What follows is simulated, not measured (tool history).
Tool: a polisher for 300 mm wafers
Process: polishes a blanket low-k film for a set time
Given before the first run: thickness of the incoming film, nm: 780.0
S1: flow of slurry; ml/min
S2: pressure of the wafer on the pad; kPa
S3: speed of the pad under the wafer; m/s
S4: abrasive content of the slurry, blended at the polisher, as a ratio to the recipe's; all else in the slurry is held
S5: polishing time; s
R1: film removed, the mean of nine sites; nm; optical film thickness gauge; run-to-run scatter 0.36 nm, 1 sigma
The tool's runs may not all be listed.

run	day	S1	S2	S3	S4	S5	R1
1	0	235	16.5	1.22	1	79	48.152
2	0.238	235	14.5	1.2	1	79	42.737
3	0.483	235	14.5	1.3	1	79	45.719
4	0.725	235	14.5	1.2	1	79	43.206
5	1.029	235	14.5	1.2	1	83	44.762
6	1.333	235	14.5	1.2	1	83	44.296
7	1.646	235	10.3	1.16	1	83	33.377

What does the tool deliver on the next run?
8	1.725	235	9.7	1.16	1	83	?

Logged for run 8: R1 31.927 nm.
